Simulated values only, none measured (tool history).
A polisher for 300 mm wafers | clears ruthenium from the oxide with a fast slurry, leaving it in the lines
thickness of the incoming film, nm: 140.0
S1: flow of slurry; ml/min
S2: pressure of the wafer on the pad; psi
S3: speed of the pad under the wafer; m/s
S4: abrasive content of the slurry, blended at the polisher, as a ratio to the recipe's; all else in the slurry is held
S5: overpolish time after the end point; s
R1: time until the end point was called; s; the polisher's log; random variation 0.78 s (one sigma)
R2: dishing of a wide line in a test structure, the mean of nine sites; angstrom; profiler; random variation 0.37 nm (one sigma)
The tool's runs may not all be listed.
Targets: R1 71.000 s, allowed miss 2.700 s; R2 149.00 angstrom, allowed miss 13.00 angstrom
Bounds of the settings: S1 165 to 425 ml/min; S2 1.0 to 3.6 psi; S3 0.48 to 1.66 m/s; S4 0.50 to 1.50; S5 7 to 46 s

run 1 hour=0.0 | S1=275 S2=2.3 S3=1.06 S4=1.00 S5=24 | R1=31.004 R2=777.61
run 2 hour=3.0 | S1=275 S2=2.1 S3=0.98 S4=1.00 S5=20 | R1=36.706 R2=580.76
run 3 hour=4.0 | S1=275 S2=2.1 S3=0.98 S4=1.00 S5=26 | R1=37.040 R2=735.40
run 4 hour=7.1 | S1=275 S2=2.1 S3=0.98 S4=1.10 S5=26 | R1=36.356 R2=750.51
run 5 hour=8.8 | S1=275 S2=1.8 S3=0.98 S4=1.10 S5=26 | R1=41.217 R2=654.09
run 6 hour=16.4 | S1=275 S2=1.6 S3=0.96 S4=1.00 S5=22 | R1=50.286 R2=499.36
run 7 hour=19.9 | S1=225 S2=1.0 S3=0.66 S4=1.25 S5=11 | R1=103.060 R2=122.55
run 8 hour=22.0 | S1=225 S2=1.0 S3=0.66 S4=1.25 S5=11 | R1=102.280 R2=129.80
run 9 hour=22.8 | S1=230 S2=1.6 S3=0.68 S4=1.25 S5=7 | R1=63.568 R2=124.10
run 10 hour=31.4 | S1=225 S2=1.4 S3=0.70 S4=1.25 S5=13 | R1=71.015 R2=212.60
run 11 hour=38.8 | S1=235 S2=1.5 S3=0.62 S4=1.25 S5=8 | R1=74.020 R2=128.21
run 12 hour=44.4 | S1=235 S2=1.5 S3=0.62 S4=1.25 S5=9 | R1=74.500 R2=136.61
run 13 hour=51.6 | S1=235 S2=1.6 S3=0.62 S4=1.25 S5=10 | R1=71.046 R2=170.34

Which of these 4 next moves meets every target?
run A hour=58.8 | S1=215 S2=1.4 S3=0.72 S4=1.25 S5=12 | R1=? R2=?
run B hour=58.8 | S1=245 S2=1.6 S3=0.62 S4=1.20 S5=13 | R1=? R2=?
run C hour=58.8 | S1=265 S2=1.9 S3=0.48 S4=1.50 S5=9 | R1=? R2=?
run D hour=58.8 | S1=175 S2=2.2 S3=0.48 S4=1.10 S5=11 | R1=? R2=?

move=A R1=70.403 R2=196.32
move=B R1=71.326 R2=209.41
move=C R1=70.770 R2=147.83
move=D R1=72.240 R2=176.07
A: further off than the last run
B: further off than the last run
C: meets every target
D: further off than the last run
Move C is the one to make.

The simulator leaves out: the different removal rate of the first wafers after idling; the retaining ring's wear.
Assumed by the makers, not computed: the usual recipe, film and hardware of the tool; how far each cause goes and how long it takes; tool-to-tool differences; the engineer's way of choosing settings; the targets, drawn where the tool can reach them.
